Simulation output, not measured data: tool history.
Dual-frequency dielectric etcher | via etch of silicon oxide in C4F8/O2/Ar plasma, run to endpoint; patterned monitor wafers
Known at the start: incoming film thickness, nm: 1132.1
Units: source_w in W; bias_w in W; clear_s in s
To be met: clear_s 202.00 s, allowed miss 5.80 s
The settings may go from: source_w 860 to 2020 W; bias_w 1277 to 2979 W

{"run": 1, "day": 0.0, "source_w": 1440, "bias_w": 2128, "clear_s": 250.27}
{"run": 2, "day": 0.083, "source_w": 1440, "bias_w": 2263, "clear_s": 252.24}
{"run": 3, "day": 0.175, "source_w": 1500, "bias_w": 2340, "clear_s": 239.74}
{"run": 4, "day": 0.504, "source_w": 1700, "bias_w": 2340, "clear_s": 224.93}
{"run": 5, "day": 0.629, "source_w": 1730, "bias_w": 2354, "clear_s": 219.46}
{"run": 6, "day": 0.817, "source_w": 1820, "bias_w": 2354, "clear_s": 214.92}
{"run": 7, "day": 0.929, "source_w": 1840, "bias_w": 2362, "clear_s": 214.17}
{"run": 8, "day": 0.954, "source_w": 1860, "bias_w": 2370, "clear_s": 211.5}
{"run": 9, "day": 1.188, "source_w": 1870, "bias_w": 2376, "clear_s": 208.95}

5 next moves are on the table. One of them brings every result within its allowed miss. Which?
{"run": "A", "day": 1.421, "source_w": 2020, "bias_w": 2270, "clear_s": "?"}
{"run": "B", "day": 1.421, "source_w": 1760, "bias_w": 2389, "clear_s": "?"}
{"run": "C", "day": 1.421, "source_w": 2020, "bias_w": 2805, "clear_s": "?"}
{"run": "D", "day": 1.421, "source_w": 1760, "bias_w": 2538, "clear_s": "?"}
{"run": "E", "day": 1.421, "source_w": 2020, "bias_w": 2818, "clear_s": "?"}

move=A clear_s=203.39
move=B clear_s=216.63
move=C clear_s=192.03
move=D clear_s=213.07
move=E clear_s=191.78
A: meets every target
B: further off than the last run
C: takes the result that was furthest off past its target
D: further off than the last run
E: takes the result that was furthest off past its target
The right move is A.
